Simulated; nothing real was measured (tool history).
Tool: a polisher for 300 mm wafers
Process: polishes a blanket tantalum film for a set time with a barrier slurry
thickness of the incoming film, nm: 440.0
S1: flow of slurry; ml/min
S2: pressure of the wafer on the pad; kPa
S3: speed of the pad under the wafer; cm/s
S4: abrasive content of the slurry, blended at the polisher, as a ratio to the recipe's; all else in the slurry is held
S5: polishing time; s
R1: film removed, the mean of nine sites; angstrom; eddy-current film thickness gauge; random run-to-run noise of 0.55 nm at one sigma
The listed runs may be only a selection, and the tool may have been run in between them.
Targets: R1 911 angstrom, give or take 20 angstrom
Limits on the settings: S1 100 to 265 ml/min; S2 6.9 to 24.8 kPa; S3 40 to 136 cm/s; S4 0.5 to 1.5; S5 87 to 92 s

run 1 day=0 | S1=170 S2=15.9 S3=88 S4=1 S5=87 | R1=1240.3
run 2 day=0.217 | S1=130 S2=15.9 S3=88 S4=1 S5=87 | R1=1194.2
run 3 day=0.575 | S1=115 S2=15.9 S3=88 S4=1 S5=87 | R1=1184.4
run 4 day=0.725 | S1=115 S2=13.8 S3=88 S4=1 S5=87 | R1=1017.3
run 5 day=1.079 | S1=110 S2=13.1 S3=88 S4=1 S5=87 | R1=967.8
run 6 day=1.179 | S1=150 S2=13.1 S3=88 S4=1 S5=87 | R1=1013.1
run 7 day=1.521 | S1=150 S2=13.1 S3=88 S4=1 S5=87 | R1=1010.3
run 8 day=1.625 | S1=150 S2=13.1 S3=88 S4=1 S5=87 | R1=1025.9
run 9 day=1.9 | S1=145 S2=13.1 S3=88 S4=1 S5=87 | R1=998.32
run 10 day=2.179 | S1=140 S2=13.1 S3=88 S4=1 S5=87 | R1=1014.5
run 11 day=2.4 | S1=135 S2=13.1 S3=88 S4=1 S5=87 | R1=993.71
run 12 day=2.733 | S1=130 S2=13.1 S3=88 S4=1 S5=87 | R1=996.43
run 13 day=3.108 | S1=120 S2=12.4 S3=88 S4=1 S5=87 | R1=926.03

Next run, 4 choices. One meets every target within its allowed miss, the rest don't. Which?
run A day=3.483 | S1=125 S2=14.5 S3=76 S4=0.85 S5=90 | R1=?
run B day=3.483 | S1=180 S2=11 S3=94 S4=0.95 S5=92 | R1=?
run C day=3.483 | S1=125 S2=11.7 S3=86 S4=1.05 S5=91 | R1=?
run D day=3.483 | S1=120 S2=11.7 S3=90 S4=1.05 S5=90 | R1=?

move=A R1=939.82
move=B R1=975.54
move=C R1=914.16
move=D R1=939.47
A: its largest miss is bigger than the last run's
B: its largest miss is bigger than the last run's
C: all results in spec
D: its largest miss is bigger than the last run's
So the answer is move C, the one that meets all the targets.
